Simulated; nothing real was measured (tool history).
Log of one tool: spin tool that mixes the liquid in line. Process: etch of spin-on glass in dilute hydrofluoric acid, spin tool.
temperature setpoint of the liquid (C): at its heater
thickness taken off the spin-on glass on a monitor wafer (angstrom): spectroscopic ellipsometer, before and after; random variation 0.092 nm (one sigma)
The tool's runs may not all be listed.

| run | hour | temperature setpoint of the liquid (C) | parts of water to one part of 49 % hydrofluoric acid (parts by volume) | time under the liquid (s) | thickness taken off the spin-on glass on a monitor wafer (angstrom) |
|---|---|---|---|---|---|
| 1 | 0 | 22 | 125 | 45 | 119.9 |
| 2 | 5.7 | 22 | 125 | 50 | 133.63 |
| 3 | 9.6 | 23.5 | 120 | 50 | 148.41 |
| 4 | 15.3 | 20.5 | 120 | 50 | 131.98 |
| 5 | 19.2 | 20.5 | 145 | 50 | 105.5 |
| 6 | 22.9 | 23.5 | 145 | 50 | 119.73 |
| 7 | 29.9 | 25 | 135 | 50 | 137.7 |
| 8 | 34.8 | 26 | 125 | 50 | 157.27 |
| 9 | 39.5 | 27 | 120 | 50 | 169.62 |
| 10 | 47.4 | 27.5 | 115 | 50 | 182.39 |

Forecast run 11:
| 11 | 54.5 | 28 | 110 | 50 | ? |

Run 11 gave thickness taken off the spin-on glass on a monitor wafer (angstrom) 196.52.

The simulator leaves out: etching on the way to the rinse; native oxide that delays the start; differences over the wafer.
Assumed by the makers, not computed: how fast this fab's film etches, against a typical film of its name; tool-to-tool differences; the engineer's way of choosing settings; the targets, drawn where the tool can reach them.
